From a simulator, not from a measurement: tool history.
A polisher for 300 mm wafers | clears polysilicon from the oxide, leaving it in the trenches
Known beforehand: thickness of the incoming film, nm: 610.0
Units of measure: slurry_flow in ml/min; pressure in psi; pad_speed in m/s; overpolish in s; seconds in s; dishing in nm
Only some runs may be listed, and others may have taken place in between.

run 1 hour=0.0 | slurry_flow=180 pressure=3.0 pad_speed=0.84 overpolish=12 | seconds=54.649 dishing=46.363
run 2 hour=7.5 | slurry_flow=185 pressure=2.8 pad_speed=0.84 overpolish=10 | seconds=57.571 dishing=41.846
run 3 hour=15.8 | slurry_flow=185 pressure=2.3 pad_speed=0.84 overpolish=10 | seconds=66.772 dishing=40.265
run 4 hour=23.9 | slurry_flow=210 pressure=2.1 pad_speed=0.86 overpolish=9 | seconds=68.434 dishing=37.900
run 5 hour=30.2 | slurry_flow=210 pressure=2.1 pad_speed=0.86 overpolish=5 | seconds=70.014 dishing=27.462
run 6 hour=38.6 | slurry_flow=225 pressure=2.1 pad_speed=0.86 overpolish=5 | seconds=67.785 dishing=28.191
run 7 hour=41.7 | slurry_flow=175 pressure=2.7 pad_speed=0.88 overpolish=4 | seconds=59.239 dishing=26.681
run 8 hour=49.7 | slurry_flow=160 pressure=2.6 pad_speed=0.90 overpolish=4 | seconds=60.121 dishing=26.478

Predict the results of run 9:
run 9 hour=53.9 | slurry_flow=150 pressure=2.5 pad_speed=0.94 overpolish=4 | seconds=? dishing=?

Run 9 gave seconds 60.475 s, dishing 26.422 nm.
